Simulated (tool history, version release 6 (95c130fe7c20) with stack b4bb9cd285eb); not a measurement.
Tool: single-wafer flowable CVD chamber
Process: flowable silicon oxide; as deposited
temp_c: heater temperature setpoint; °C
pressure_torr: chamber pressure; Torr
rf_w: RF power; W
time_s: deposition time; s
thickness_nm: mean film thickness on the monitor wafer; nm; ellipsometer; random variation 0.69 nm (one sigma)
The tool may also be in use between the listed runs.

run,hour,temp_c,pressure_torr,rf_w,time_s,thickness_nm
1,0.0,105,0.727,2185,692,291.03
2,6.9,96,0.727,2185,692,380.51
3,8.2,96,0.727,2185,713,389.11
4,12.5,96,0.649,2185,713,349.76
5,14.9,102,0.647,2185,713,292.17
6,15.7,102,0.647,1890,713,288.55
7,22.3,106,0.645,1890,713,252.97
8,23.5,109,0.644,1890,713,232.94
9,28.8,111,0.643,1890,713,220.87

Forecast run 10:
10,34.2,113,0.642,1890,713,?

{"run 10": {"thickness_nm": 207.94}}
